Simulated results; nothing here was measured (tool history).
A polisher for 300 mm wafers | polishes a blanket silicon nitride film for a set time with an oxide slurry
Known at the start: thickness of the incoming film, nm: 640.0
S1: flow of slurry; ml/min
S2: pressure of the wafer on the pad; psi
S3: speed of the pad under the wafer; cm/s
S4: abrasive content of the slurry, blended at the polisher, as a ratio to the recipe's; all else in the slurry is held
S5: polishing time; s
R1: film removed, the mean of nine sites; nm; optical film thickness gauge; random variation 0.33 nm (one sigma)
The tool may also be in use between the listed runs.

{"run": 1, "day": 0.0, "S1": 130, "S2": 3.1, "S3": 120, "S4": 1.0, "S5": 47, "R1": 33.605}
{"run": 2, "day": 0.05, "S1": 140, "S2": 3.2, "S3": 120, "S4": 1.0, "S5": 47, "R1": 34.877}
{"run": 3, "day": 0.242, "S1": 120, "S2": 3.2, "S3": 120, "S4": 1.0, "S5": 47, "R1": 34.54}
{"run": 4, "day": 0.417, "S1": 120, "S2": 3.2, "S3": 92, "S4": 1.0, "S5": 47, "R1": 27.285}
{"run": 5, "day": 0.654, "S1": 125, "S2": 3.5, "S3": 92, "S4": 1.0, "S5": 47, "R1": 29.791}
{"run": 6, "day": 0.917, "S1": 125, "S2": 3.5, "S3": 72, "S4": 1.0, "S5": 47, "R1": 25.127}
{"run": 7, "day": 1.142, "S1": 130, "S2": 3.8, "S3": 74, "S4": 1.0, "S5": 47, "R1": 27.738}
{"run": 8, "day": 1.317, "S1": 130, "S2": 4.0, "S3": 78, "S4": 1.0, "S5": 47, "R1": 30.647}
{"run": 9, "day": 1.567, "S1": 135, "S2": 4.2, "S3": 80, "S4": 1.0, "S5": 47, "R1": 33.124}

Forecast run 10:
{"run": 10, "day": 1.767, "S1": 140, "S2": 4.4, "S3": 80, "S4": 1.0, "S5": 47, "R1": "?"}

R1: 34.330 nm
